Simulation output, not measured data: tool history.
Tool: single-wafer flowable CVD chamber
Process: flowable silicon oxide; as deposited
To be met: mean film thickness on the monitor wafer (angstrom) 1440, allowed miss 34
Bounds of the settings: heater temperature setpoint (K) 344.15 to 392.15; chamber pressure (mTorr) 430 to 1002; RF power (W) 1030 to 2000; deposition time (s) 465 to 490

run	hour	heater temperature setpoint (K)	chamber pressure (mTorr)	RF power (W)	deposition time (s)	mean film thickness on the monitor wafer (angstrom)
1	0	368.15	716	1515	490	2838.7
2	4.4	368.15	626	1515	490	2507.4
3	9.4	368.15	626	1400	490	2453.6
4	10.7	370.15	626	1400	490	2269.3
5	16.8	370.15	561	1400	490	2066.9
6	18.1	371.15	561	1400	490	1998.2
7	26.9	383.15	559	1400	490	1264.5
8	29.8	381.15	559	1400	490	1356.6

Which of these 4 next moves meets every target?
A	32.7	378.15	533	1365	486	?
B	32.7	377.15	517	1495	490	?
C	32.7	375.15	595	1035	465	?
D	32.7	376.15	557	1350	465	?

move	mean film thickness on the monitor wafer (angstrom)
A	1445.9
B	1521.4
C	1523.4
D	1544.7
A: meets every target
B: takes the result that was furthest off past its target
C: takes the result that was furthest off past its target
D: takes the result that was furthest off past its target
Move A is the one to make.
